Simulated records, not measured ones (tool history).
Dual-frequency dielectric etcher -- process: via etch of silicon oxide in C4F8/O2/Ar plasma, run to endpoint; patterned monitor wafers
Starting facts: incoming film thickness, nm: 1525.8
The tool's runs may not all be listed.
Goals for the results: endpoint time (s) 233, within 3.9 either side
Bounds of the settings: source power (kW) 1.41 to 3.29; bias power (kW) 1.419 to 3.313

Run 1, hour 0: source power (kW) 2.35, bias power (kW) 2.366. Result: endpoint time (s) 259.65.
Run 2, hour 5.6: source power (kW) 2.68, bias power (kW) 2.366. Result: endpoint time (s) 248.93.
Run 3, hour 6.2: source power (kW) 3, bias power (kW) 2.366. Result: endpoint time (s) 242.03.
Run 4, hour 10: source power (kW) 3.07, bias power (kW) 2.397. Result: endpoint time (s) 239.33.
Run 5, hour 12.5: source power (kW) 3.12, bias power (kW) 2.418. Result: endpoint time (s) 237.03.
Run 6, hour 20.2: source power (kW) 2.72, bias power (kW) 2.418. Result: endpoint time (s) 247.85.
Run 7, hour 22: source power (kW) 2.84, bias power (kW) 2.454. Result: endpoint time (s) 241.56.
Run 8, hour 28: source power (kW) 2.91, bias power (kW) 2.469. Result: endpoint time (s) 242.28.
Run 9, hour 32.5: source power (kW) 2.99, bias power (kW) 2.499. Result: endpoint time (s) 238.16.

Pick the move, out of 4, that brings all results within their allowed miss; only one does.
Run A, hour 37: source power (kW) 3.19, bias power (kW) 2.267. Result: endpoint time (s) ?.
Run B, hour 37: source power (kW) 2.68, bias power (kW) 2.545. Result: endpoint time (s) ?.
Run C, hour 37: source power (kW) 3.29, bias power (kW) 2.407. Result: endpoint time (s) ?.
Run D, hour 37: source power (kW) 2.76, bias power (kW) 2.425. Result: endpoint time (s) ?.

move  endpoint time (s)
   A             241.54
   B             244.74
   C             233.82
   D              246.9
A: moves away from the targets compared with the last run
B: moves away from the targets compared with the last run
C: each result inside its tolerance
D: moves away from the targets compared with the last run
C meets every target.
